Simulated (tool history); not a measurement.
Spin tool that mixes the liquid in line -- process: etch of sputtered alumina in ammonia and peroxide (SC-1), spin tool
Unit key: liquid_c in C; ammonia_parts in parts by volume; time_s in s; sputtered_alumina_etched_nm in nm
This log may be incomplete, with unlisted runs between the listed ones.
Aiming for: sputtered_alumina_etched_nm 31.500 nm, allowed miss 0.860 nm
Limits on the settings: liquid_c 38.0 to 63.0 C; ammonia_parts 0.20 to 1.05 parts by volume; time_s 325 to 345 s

run	hour	liquid_c	ammonia_parts	time_s	sputtered_alumina_etched_nm
1	0.0	47.0	0.55	325	16.540
2	8.8	50.0	0.55	325	19.200
3	13.9	50.0	0.55	345	20.539
4	18.6	52.0	0.55	345	22.842
5	27.1	47.0	0.55	345	17.335
6	32.5	47.0	0.55	345	17.394
# hour 38.7: ammonia flow meter replaced
7	38.7	49.5	0.55	345	19.761
8	46.3	51.5	0.55	345	21.762
9	47.7	53.5	0.55	345	24.215
10	52.3	55.0	0.55	345	26.489
11	60.8	56.0	0.55	345	28.121
12	63.1	56.5	0.55	345	28.485
13	70.5	57.0	0.55	345	29.395
14	78.4	57.5	0.55	345	29.804

Next run, 5 choices. One meets every target within its allowed miss, the rest don't. Which?
A	86.3	58.5	0.60	325	?
B	86.3	57.5	0.65	325	?
C	86.3	58.5	0.60	340	?
D	86.3	57.5	0.55	325	?
E	86.3	56.0	0.60	345	?

move	sputtered_alumina_etched_nm
A	30.087
B	28.778
C	31.475
D	28.327
E	28.023
A: better than the last run, though not everything is in spec
B: moves away from the targets compared with the last run
C: every result within its allowed miss
D: moves away from the targets compared with the last run
E: moves away from the targets compared with the last run
Correct choice: C, which meets every target
